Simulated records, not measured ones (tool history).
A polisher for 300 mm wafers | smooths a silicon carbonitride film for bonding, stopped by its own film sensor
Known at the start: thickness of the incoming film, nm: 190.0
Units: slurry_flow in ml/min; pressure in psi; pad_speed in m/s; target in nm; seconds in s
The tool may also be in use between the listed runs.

| run | day | slurry_flow | pressure | pad_speed | slurry_solids | target | seconds |
|---|---|---|---|---|---|---|---|
| 1 | 0.000 | 125 | 1.6 | 1.10 | 1.0 | 153 | 137.46 |
| 2 | 0.129 | 125 | 1.6 | 1.10 | 1.0 | 153 | 137.05 |
| 3 | 0.192 | 125 | 1.7 | 1.10 | 1.0 | 153 | 129.56 |
| 4 | 0.479 | 125 | 1.7 | 1.10 | 0.8 | 153 | 137.89 |
| 5 | 0.542 | 125 | 1.8 | 1.10 | 0.8 | 153 | 136.97 |
| 6 | 0.825 | 125 | 1.8 | 0.98 | 0.8 | 153 | 145.78 |
| 7 | 1.146 | 125 | 1.9 | 1.00 | 0.8 | 153 | 131.55 |
| 8 | 1.329 | 125 | 2.0 | 1.00 | 0.8 | 153 | 132.55 |

The next listed run, before its measurement:
| 9 | 1.550 | 125 | 2.1 | 1.02 | 0.8 | 153 | ? |

Run 9 gave seconds 120.80 s.
